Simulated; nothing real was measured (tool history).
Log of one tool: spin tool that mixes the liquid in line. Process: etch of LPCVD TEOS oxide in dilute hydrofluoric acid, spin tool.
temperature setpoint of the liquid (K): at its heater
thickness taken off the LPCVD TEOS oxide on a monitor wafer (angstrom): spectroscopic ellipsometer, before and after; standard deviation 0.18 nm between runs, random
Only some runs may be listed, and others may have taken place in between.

run  hour  temperature setpoint of the liquid (K)  parts of water to one part of 49 % hydrofluoric acid (parts by volume)  time under the liquid (s)  thickness taken off the LPCVD TEOS oxide on a monitor wafer (angstrom)
  1     0                                  294.15                                                                     175                        200                                                                  397.58
  2   4.5                                  294.15                                                                     175                        215                                                                   427.7
  3  13.1                                  294.15                                                                     235                        215                                                                  301.55
  4  15.9                                  294.15                                                                     235                        200                                                                  280.71
  5    23                                  294.15                                                                     235                        215                                                                  298.57
  6  24.3                                  294.15                                                                     200                        215                                                                  362.83
  7    29                                  294.15                                                                     200                        215                                                                   359.6
  8  32.1                                  293.15                                                                     200                        215                                                                  351.42
  9  37.1                                  292.65                                                                     200                        215                                                                  342.36
 10  38.1                                  292.15                                                                     200                        215                                                                  340.01
 11  41.8                                  291.65                                                                     200                        215                                                                  327.41

The next listed run, before its measurement:
 12  50.8                                  291.15                                                                     200                        215                                                                       ?

Run 12 yielded thickness taken off the LPCVD TEOS oxide on a monitor wafer (angstrom) 323.22.

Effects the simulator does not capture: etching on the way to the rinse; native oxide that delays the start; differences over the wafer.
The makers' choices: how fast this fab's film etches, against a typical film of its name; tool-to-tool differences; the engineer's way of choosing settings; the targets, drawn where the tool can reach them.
